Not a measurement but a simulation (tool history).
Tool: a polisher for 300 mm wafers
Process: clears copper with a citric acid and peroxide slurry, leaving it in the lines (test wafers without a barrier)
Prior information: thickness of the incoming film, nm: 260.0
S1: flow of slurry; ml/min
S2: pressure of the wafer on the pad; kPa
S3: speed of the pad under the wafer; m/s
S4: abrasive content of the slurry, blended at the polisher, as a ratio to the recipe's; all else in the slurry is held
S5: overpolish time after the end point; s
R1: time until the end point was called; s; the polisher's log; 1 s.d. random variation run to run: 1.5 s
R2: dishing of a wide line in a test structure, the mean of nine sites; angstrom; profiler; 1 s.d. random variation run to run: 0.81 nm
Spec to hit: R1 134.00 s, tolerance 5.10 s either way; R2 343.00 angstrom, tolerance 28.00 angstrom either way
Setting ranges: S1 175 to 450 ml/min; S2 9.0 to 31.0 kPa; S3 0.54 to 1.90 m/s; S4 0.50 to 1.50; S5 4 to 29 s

Run 1, hour 0.0: S1 290 ml/min, S2 20.0 kPa, S3 1.22 m/s, S4 1.00, S5 15 s. Result: R1 125.23 s, R2 218.72 angstrom.
Run 2, hour 7.8: S1 290 ml/min, S2 20.0 kPa, S3 1.36 m/s, S4 1.00, S5 15 s. Result: R1 115.70 s, R2 247.39 angstrom.
Run 3, hour 13.5: S1 290 ml/min, S2 20.0 kPa, S3 1.36 m/s, S4 1.00, S5 16 s. Result: R1 114.97 s, R2 245.39 angstrom.
Run 4, hour 20.9: S1 290 ml/min, S2 20.0 kPa, S3 1.36 m/s, S4 1.00, S5 17 s. Result: R1 115.71 s, R2 274.36 angstrom.
Run 5, hour 24.2: S1 290 ml/min, S2 20.0 kPa, S3 1.36 m/s, S4 1.00, S5 15 s. Result: R1 114.16 s, R2 241.07 angstrom.
Run 6, hour 29.9: S1 290 ml/min, S2 20.0 kPa, S3 1.36 m/s, S4 0.85, S5 15 s. Result: R1 115.23 s, R2 241.48 angstrom.
Run 7, hour 38.7: S1 290 ml/min, S2 20.0 kPa, S3 1.36 m/s, S4 0.85, S5 16 s. Result: R1 119.90 s, R2 248.61 angstrom.
Run 8, hour 45.9: S1 290 ml/min, S2 20.0 kPa, S3 1.36 m/s, S4 0.85, S5 17 s. Result: R1 118.51 s, R2 266.29 angstrom.
Run 9, hour 53.4: S1 290 ml/min, S2 20.0 kPa, S3 1.36 m/s, S4 0.85, S5 18 s. Result: R1 119.91 s, R2 280.52 angstrom.
Run 10, hour 56.2: S1 290 ml/min, S2 20.0 kPa, S3 1.36 m/s, S4 0.85, S5 19 s. Result: R1 119.17 s, R2 288.18 angstrom.
Run 11, hour 57.2: S1 290 ml/min, S2 20.0 kPa, S3 1.36 m/s, S4 0.85, S5 20 s. Result: R1 119.52 s, R2 307.25 angstrom.

Which single option among these 4 for the next run brings every result within its allowed miss of target? Just one does.
Run A, hour 58.2: S1 295 ml/min, S2 20.7 kPa, S3 1.20 m/s, S4 0.90, S5 25 s. Result: R1 ?, R2 ?.
Run B, hour 58.2: S1 295 ml/min, S2 17.9 kPa, S3 1.34 m/s, S4 0.75, S5 20 s. Result: R1 ?, R2 ?.
Run C, hour 58.2: S1 325 ml/min, S2 17.9 kPa, S3 1.40 m/s, S4 1.10, S5 17 s. Result: R1 ?, R2 ?.
Run D, hour 58.2: S1 190 ml/min, S2 23.4 kPa, S3 1.12 m/s, S4 0.60, S5 25 s. Result: R1 ?, R2 ?.

move      R1      R2
   A  124.10  369.10
   B  136.18  277.52
   C  119.80  269.05
   D  131.79  352.14
A: closer than the last run, but not yet in spec
B: brings the result that was furthest off to its target, and leaves another outside
C: no nearer and no further than the last run
D: in spec on every target
The move that meets every target is D.
